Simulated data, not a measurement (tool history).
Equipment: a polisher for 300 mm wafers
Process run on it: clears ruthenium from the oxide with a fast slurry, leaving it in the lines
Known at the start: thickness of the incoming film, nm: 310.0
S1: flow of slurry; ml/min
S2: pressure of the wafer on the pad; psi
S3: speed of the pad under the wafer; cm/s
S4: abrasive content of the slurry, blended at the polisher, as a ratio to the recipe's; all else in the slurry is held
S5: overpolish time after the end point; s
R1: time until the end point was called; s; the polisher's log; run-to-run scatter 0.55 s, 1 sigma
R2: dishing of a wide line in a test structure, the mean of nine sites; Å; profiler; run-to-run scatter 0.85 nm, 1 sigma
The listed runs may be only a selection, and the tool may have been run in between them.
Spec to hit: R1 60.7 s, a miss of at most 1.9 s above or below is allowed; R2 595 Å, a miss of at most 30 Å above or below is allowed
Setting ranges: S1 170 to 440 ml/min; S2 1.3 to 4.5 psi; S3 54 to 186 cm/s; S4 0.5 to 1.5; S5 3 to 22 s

| run | hour | S1 | S2 | S3 | S4 | S5 | R1 | R2 |
|---|---|---|---|---|---|---|---|---|
| 1 | 0 | 280 | 2.9 | 118 | 1 | 11 | 83.16 | 321.24 |
| 2 | 7.4 | 220 | 2.9 | 118 | 1 | 11 | 85.508 | 322.99 |
| 3 | 11.5 | 220 | 2.9 | 118 | 1 | 9 | 85.091 | 279.73 |
| 4 | 16.3 | 220 | 2.9 | 118 | 1.15 | 9 | 80.545 | 295.06 |
| 5 | 22.2 | 220 | 3 | 118 | 1.15 | 10 | 78.67 | 321.88 |
|  | 28.2 | slurry blender recalibrated |
| 6 | 28.2 | 220 | 3.3 | 118 | 1.15 | 10 | 62.52 | 377.82 |
| 7 | 35 | 220 | 3.3 | 118 | 1.15 | 11 | 62.188 | 406.08 |
| 8 | 40.8 | 220 | 3.3 | 118 | 1.15 | 12 | 62.933 | 421.44 |
| 9 | 45.5 | 220 | 3.3 | 118 | 1.15 | 13 | 61.902 | 454.44 |
| 10 | 46.7 | 215 | 3.3 | 118 | 1.15 | 16 | 63.088 | 512.51 |
| 11 | 54.6 | 220 | 3.3 | 118 | 1.15 | 17 | 62.288 | 532.13 |
| 12 | 56.1 | 220 | 3.3 | 118 | 1.15 | 18 | 62.17 | 549.72 |
| 13 | 62.7 | 220 | 3.3 | 118 | 1.15 | 19 | 63.024 | 575.63 |

Which single option among these 5 for the next run brings every result within its allowed miss of target? Just one does.
| A | 69.3 | 245 | 3.3 | 114 | 1.1 | 17 | ? | ? |
| B | 69.3 | 240 | 3.1 | 122 | 1.25 | 20 | ? | ? |
| C | 69.3 | 225 | 3.3 | 122 | 1.1 | 16 | ? | ? |
| D | 69.3 | 170 | 2.7 | 146 | 1.25 | 16 | ? | ? |
| E | 69.3 | 220 | 3.3 | 118 | 0.95 | 18 | ? | ? |

| move | R1 | R2 |
|---|---|---|
| A | 64.886 | 523.88 |
| B | 61.309 | 591.58 |
| C | 61.338 | 522.52 |
| D | 59.973 | 529.5 |
| E | 66.85 | 532.37 |
A: the biggest miss grows against the last run
B: all results in spec
C: corrects the largest miss of the last run, while another result sits out of spec
D: corrects the largest miss of the last run, while another result sits out of spec
E: the biggest miss grows against the last run
B meets every target.
